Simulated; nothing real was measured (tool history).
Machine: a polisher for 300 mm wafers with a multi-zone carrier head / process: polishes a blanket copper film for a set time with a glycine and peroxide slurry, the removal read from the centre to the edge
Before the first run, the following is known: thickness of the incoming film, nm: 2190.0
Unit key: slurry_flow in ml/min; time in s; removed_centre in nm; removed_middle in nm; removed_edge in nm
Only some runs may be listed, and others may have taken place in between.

{"run": 1, "hour": 0.0, "slurry_flow": 310, "centre_zone": 1.0, "middle_zone": 1.0, "edge_zone": 1.0, "time": 64, "removed_centre": 277.21, "removed_middle": 282.86, "removed_edge": 282.3}
{"run": 2, "hour": 7.1, "slurry_flow": 310, "centre_zone": 1.0, "middle_zone": 1.05, "edge_zone": 1.0, "time": 64, "removed_centre": 272.88, "removed_middle": 294.95, "removed_edge": 289.05}
{"run": 3, "hour": 10.3, "slurry_flow": 305, "centre_zone": 0.97, "middle_zone": 1.01, "edge_zone": 1.01, "time": 57, "removed_centre": 237.77, "removed_middle": 249.87, "removed_edge": 253.76}
{"run": 4, "hour": 18.6, "slurry_flow": 305, "centre_zone": 1.05, "middle_zone": 1.01, "edge_zone": 1.01, "time": 57, "removed_centre": 260.27, "removed_middle": 250.63, "removed_edge": 254.7}
{"run": 5, "hour": 21.3, "slurry_flow": 300, "centre_zone": 1.01, "middle_zone": 0.98, "edge_zone": 1.0, "time": 52, "removed_centre": 225.56, "removed_middle": 221.48, "removed_edge": 235.58}
{"hour": 27.0, "done": "slurry nozzle cleaned"}
{"run": 6, "hour": 27.0, "slurry_flow": 355, "centre_zone": 1.01, "middle_zone": 0.98, "edge_zone": 1.0, "time": 52, "removed_centre": 245.01, "removed_middle": 238.79, "removed_edge": 241.68}

What does the tool deliver on the next run?
{"run": 7, "hour": 28.4, "slurry_flow": 335, "centre_zone": 0.99, "middle_zone": 0.96, "edge_zone": 0.98, "time": 48, "removed_centre": "?", "removed_middle": "?", "removed_edge": "?"}

Run 7 measured removed_centre 221.33 nm, removed_middle 214.49 nm, removed_edge 223.03 nm.
